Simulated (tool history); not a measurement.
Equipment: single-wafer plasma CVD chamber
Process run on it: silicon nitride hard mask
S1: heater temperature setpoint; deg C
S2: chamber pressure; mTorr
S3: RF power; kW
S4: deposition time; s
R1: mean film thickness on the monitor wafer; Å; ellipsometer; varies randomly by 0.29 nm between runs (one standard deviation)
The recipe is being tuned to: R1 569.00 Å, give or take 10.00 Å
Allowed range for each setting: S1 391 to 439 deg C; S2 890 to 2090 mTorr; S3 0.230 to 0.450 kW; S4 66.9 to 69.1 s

run	hour	S1	S2	S3	S4	R1
1	0.0	415	1490	0.340	66.9	799.23
2	6.6	415	1300	0.340	66.9	778.53
3	10.6	420	1220	0.320	66.9	719.44
4	16.8	422	1150	0.305	66.9	685.31
5	24.3	432	1150	0.305	66.9	676.53
6	30.9	432	1100	0.295	66.9	652.75
7	34.6	432	1060	0.285	66.9	623.42
8	39.8	432	1030	0.280	66.9	611.50
9	43.1	432	1000	0.275	66.9	587.34
10	46.7	432	980	0.275	66.9	590.10
11	50.7	432	960	0.275	66.9	584.94
12	54.0	432	950	0.275	66.9	584.41
13	59.0	432	940	0.275	66.9	589.03
14	65.4	432	930	0.275	66.9	582.08

Which one of the following 5 next-run settings gets every result inside its allowed miss? There is exactly one.
A	71.8	428	890	0.280	68.2	?
B	71.8	438	1610	0.235	68.2	?
C	71.8	433	980	0.275	66.9	?
D	71.8	430	1030	0.270	68.9	?
E	71.8	436	890	0.290	66.9	?

move	R1
A	593.85
B	565.71
C	584.57
D	599.34
E	601.03
A: its largest miss is bigger than the last run's
B: all results land within tolerance of their targets
C: its largest miss is bigger than the last run's
D: its largest miss is bigger than the last run's
E: its largest miss is bigger than the last run's
Correct choice: B, which meets every target
